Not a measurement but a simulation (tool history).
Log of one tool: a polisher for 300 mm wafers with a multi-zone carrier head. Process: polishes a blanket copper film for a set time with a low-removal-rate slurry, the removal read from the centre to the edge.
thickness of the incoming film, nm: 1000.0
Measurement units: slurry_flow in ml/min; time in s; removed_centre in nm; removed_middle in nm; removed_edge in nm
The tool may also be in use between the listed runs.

| run | hour | slurry_flow | centre_zone | middle_zone | edge_zone | slurry_solids | time | removed_centre | removed_middle | removed_edge |
|---|---|---|---|---|---|---|---|---|---|---|
| 1 | 0 | 285 | 1 | 1 | 1 | 1 | 63 | 105.12 | 104.97 | 105.76 |
| 2 | 5.6 | 285 | 1 | 1 | 1 | 0.9 | 63 | 107.75 | 102.48 | 103.51 |
| 3 | 8.5 | 275 | 0.96 | 0.97 | 0.99 | 0.85 | 61 | 96.305 | 96.957 | 99.35 |
| 4 | 12.1 | 320 | 0.96 | 0.97 | 0.99 | 0.85 | 61 | 99.338 | 97.017 | 99.586 |
| 5 | 18.1 | 275 | 0.96 | 0.97 | 0.99 | 0.85 | 61 | 95.729 | 96.613 | 99.599 |
| 6 | 18.8 | 270 | 0.95 | 0.94 | 0.98 | 0.75 | 60 | 92.222 | 90.275 | 94.608 |
| 7 | 22.3 | 265 | 0.93 | 0.91 | 0.97 | 0.7 | 60 | 88.939 | 84.788 | 92.469 |
| 8 | 27.7 | 260 | 0.91 | 0.9 | 0.95 | 0.65 | 60 | 82.14 | 83.873 | 89.913 |

For run 9, what comes out?
| 9 | 28.4 | 240 | 0.93 | 0.81 | 0.9 | 0.55 | 59 | ? | ? | ? |

Run 9 gave removed_centre 82.049 nm, removed_middle 72.161 nm, removed_edge 84.083 nm.

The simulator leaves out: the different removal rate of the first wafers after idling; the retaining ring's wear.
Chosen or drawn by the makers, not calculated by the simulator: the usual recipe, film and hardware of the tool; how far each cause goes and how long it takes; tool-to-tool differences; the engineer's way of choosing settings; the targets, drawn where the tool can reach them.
